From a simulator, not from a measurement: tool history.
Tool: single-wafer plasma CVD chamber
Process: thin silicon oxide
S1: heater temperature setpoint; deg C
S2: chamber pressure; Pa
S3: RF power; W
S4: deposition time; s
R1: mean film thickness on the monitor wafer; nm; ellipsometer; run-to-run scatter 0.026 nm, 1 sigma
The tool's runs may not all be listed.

{"run": 1, "hour": 0.0, "S1": 395, "S2": 76, "S3": 235, "S4": 6.46, "R1": 6.4757}
{"run": 2, "hour": 1.7, "S1": 395, "S2": 76, "S3": 235, "S4": 6.46, "R1": 6.456}
{"run": 3, "hour": 5.5, "S1": 395, "S2": 76, "S3": 235, "S4": 6.46, "R1": 6.4158}
{"run": 4, "hour": 8.7, "S1": 395, "S2": 81.5, "S3": 235, "S4": 6.46, "R1": 6.917}
{"run": 5, "hour": 13.0, "S1": 395, "S2": 81.5, "S3": 235, "S4": 6.15, "R1": 6.6074}
{"run": 6, "hour": 16.4, "S1": 395, "S2": 81.5, "S3": 260, "S4": 6.15, "R1": 6.9687}

Predict the results of run 7:
{"run": 7, "hour": 24.6, "S1": 395, "S2": 79.1, "S3": 260, "S4": 6.15, "R1": "?"}

R1: 6.7352 nm
